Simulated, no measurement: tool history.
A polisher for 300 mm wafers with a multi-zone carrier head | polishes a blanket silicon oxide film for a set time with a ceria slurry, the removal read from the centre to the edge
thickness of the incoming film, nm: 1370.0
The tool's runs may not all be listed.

run    day  flow of slurry (ml/min)  pressure of the head's centre zone  pressure of the head's middle zone  pressure of the head's edge zone  polishing time (s)  film removed at the wafer's centre (nm)  film removed at mid-radius (nm)  film removed at the wafer's edge (nm)
  1  0.000                      180                                1.00                                1.00                              1.00                  64                                   398.88                           395.71                                 402.66
  2  0.283                      175                                0.97                                1.01                              0.97                  58                                   346.03                           364.91                                 357.95
  3  0.346                      175                                0.97                                1.01                              0.97                  64                                   392.33                           403.13                                 394.64
  4  0.438                      170                                0.95                                1.00                              0.94                  58                                   343.11                           359.67                                 354.85
  5  0.700                      170                                0.92                                1.00                              0.94                  58                                   331.68                           356.59                                 348.74
  6  0.792                      165                                0.90                                1.00                              0.92                  54                                   298.07                           330.97                                 319.03

Forecast run 7:
  7  0.912                      160                                0.89                                1.00                              0.90                  51                                        ?                                ?                                      ?

{"run 7": {"film removed at the wafer's centre (nm)": 272.08, "film removed at mid-radius (nm)": 309.63, "film removed at the wafer's edge (nm)": 301.27}}

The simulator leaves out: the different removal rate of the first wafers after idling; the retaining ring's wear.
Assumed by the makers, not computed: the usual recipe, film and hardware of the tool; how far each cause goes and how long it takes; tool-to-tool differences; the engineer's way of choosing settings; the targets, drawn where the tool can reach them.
